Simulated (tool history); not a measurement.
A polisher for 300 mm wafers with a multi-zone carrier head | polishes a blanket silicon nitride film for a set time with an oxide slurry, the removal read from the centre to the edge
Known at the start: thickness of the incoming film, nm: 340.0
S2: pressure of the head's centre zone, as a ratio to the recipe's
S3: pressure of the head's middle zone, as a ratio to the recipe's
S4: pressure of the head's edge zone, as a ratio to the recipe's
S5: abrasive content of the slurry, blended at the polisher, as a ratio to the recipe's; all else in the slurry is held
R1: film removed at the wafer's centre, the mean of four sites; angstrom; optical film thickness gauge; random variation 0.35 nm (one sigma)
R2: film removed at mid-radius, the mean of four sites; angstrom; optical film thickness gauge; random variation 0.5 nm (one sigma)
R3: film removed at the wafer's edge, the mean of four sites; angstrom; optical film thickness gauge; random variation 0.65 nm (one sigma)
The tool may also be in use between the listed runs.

Run 1, hour 0: flow of slurry (ml/min) 185, S2 1, S3 1, S4 1, S5 1, polishing time (s) 54. Result: R1 340.76 angstrom, R2 338.4 angstrom, R3 341.09 angstrom.
Run 2, hour 7.5: flow of slurry (ml/min) 200, S2 1.02, S3 1.05, S4 1.03, S5 1.15, polishing time (s) 54. Result: R1 383.92 angstrom, R2 383.14 angstrom, R3 373.74 angstrom.
Run 3, hour 14.5: flow of slurry (ml/min) 200, S2 1.02, S3 1.05, S4 1.03, S5 1.15, polishing time (s) 59. Result: R1 418.68 angstrom, R2 416.26 angstrom, R3 414.23 angstrom.
Run 4, hour 23.1: flow of slurry (ml/min) 215, S2 1.02, S3 1.09, S4 1.04, S5 1.2, polishing time (s) 59. Result: R1 431.81 angstrom, R2 439.07 angstrom, R3 424.36 angstrom.
Run 5, hour 25.9: flow of slurry (ml/min) 220, S2 1.02, S3 1.11, S4 1.04, S5 1.25, polishing time (s) 59. Result: R1 449.49 angstrom, R2 467.92 angstrom, R3 441.29 angstrom.
Run 6, hour 29: flow of slurry (ml/min) 220, S2 0.96, S3 1.11, S4 1.04, S5 1.25, polishing time (s) 59. Result: R1 419.09 angstrom, R2 457.7 angstrom, R3 440.26 angstrom.
Run 7, hour 31.1: flow of slurry (ml/min) 220, S2 0.96, S3 1.11, S4 1.04, S5 1.25, polishing time (s) 59. Result: R1 416.29 angstrom, R2 454.3 angstrom, R3 431.86 angstrom.

Run 8 comes next. What will it give?
Run 8, hour 33.6: flow of slurry (ml/min) 230, S2 0.98, S3 1.13, S4 1.05, S5 1.25, polishing time (s) 59. Result: R1 ?, R2 ?, R3 ?.

Run 8 gave R1 427.45 angstrom, R2 472.34 angstrom, R3 435.36 angstrom.
